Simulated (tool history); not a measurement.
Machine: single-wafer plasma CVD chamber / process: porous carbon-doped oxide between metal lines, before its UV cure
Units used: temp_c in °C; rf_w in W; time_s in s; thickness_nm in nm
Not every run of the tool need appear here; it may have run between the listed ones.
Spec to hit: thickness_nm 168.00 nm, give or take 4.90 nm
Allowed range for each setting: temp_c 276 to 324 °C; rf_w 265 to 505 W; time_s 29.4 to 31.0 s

run 1 day=0.000 | temp_c=300 rf_w=385 time_s=31.0 | thickness_nm=143.63
run 2 day=0.138 | temp_c=300 rf_w=360 time_s=31.0 | thickness_nm=140.15
run 3 day=0.204 | temp_c=300 rf_w=320 time_s=31.0 | thickness_nm=131.85
run 4 day=0.458 | temp_c=300 rf_w=320 time_s=29.4 | thickness_nm=123.95
run 5 day=0.504 | temp_c=306 rf_w=320 time_s=29.4 | thickness_nm=119.98
run 6 day=0.546 | temp_c=299 rf_w=355 time_s=29.9 | thickness_nm=134.34
run 7 day=0.812 | temp_c=294 rf_w=380 time_s=30.2 | thickness_nm=144.28
run 8 day=1.033 | temp_c=291 rf_w=400 time_s=30.5 | thickness_nm=151.81
run 9 day=1.212 | temp_c=291 rf_w=400 time_s=30.5 | thickness_nm=151.78
run 10 day=1.350 | temp_c=289 rf_w=415 time_s=30.7 | thickness_nm=157.29
run 11 day=1.675 | temp_c=287 rf_w=425 time_s=30.8 | thickness_nm=163.00

4 next moves are on the table. One of them brings every result within its allowed miss. Which?
run A day=2.000 | temp_c=289 rf_w=430 time_s=30.0 | thickness_nm=?
run B day=2.000 | temp_c=285 rf_w=400 time_s=29.4 | thickness_nm=?
run C day=2.000 | temp_c=282 rf_w=450 time_s=29.9 | thickness_nm=?
run D day=2.000 | temp_c=289 rf_w=420 time_s=31.0 | thickness_nm=?

move=A thickness_nm=157.70
move=B thickness_nm=153.64
move=C thickness_nm=168.97
move=D thickness_nm=160.95
A: further off than the last run
B: further off than the last run
C: each result inside its tolerance
D: further off than the last run
Correct choice: C, which meets every target
